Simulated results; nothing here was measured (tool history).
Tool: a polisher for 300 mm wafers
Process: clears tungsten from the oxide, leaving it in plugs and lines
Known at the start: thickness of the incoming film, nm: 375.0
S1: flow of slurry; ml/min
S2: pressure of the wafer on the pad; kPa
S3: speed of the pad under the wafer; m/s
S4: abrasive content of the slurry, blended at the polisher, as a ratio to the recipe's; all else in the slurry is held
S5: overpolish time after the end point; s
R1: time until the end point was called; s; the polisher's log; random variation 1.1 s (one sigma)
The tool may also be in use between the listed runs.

run,hour,S1,S2,S3,S4,S5,R1
1,0,265,24.1,1.12,1,5,77.741
2,3.7,265,24.1,1.3,1,5,66.087
3,6.8,265,24.1,1.02,1,5,79.947
4,10.4,265,26.2,1.04,1,5,79.485
5,16.9,265,27.6,1.12,1,5,70.574
6,25.9,265,27.6,0.84,1,5,89.808
7,28.5,265,29.6,0.92,1,5,77.832
8,32.2,265,31,0.96,1,5,69.672

Run 9 comes next. What will it give?
9,37.7,265,32.4,0.98,1,5,?

R1: 66.473 s
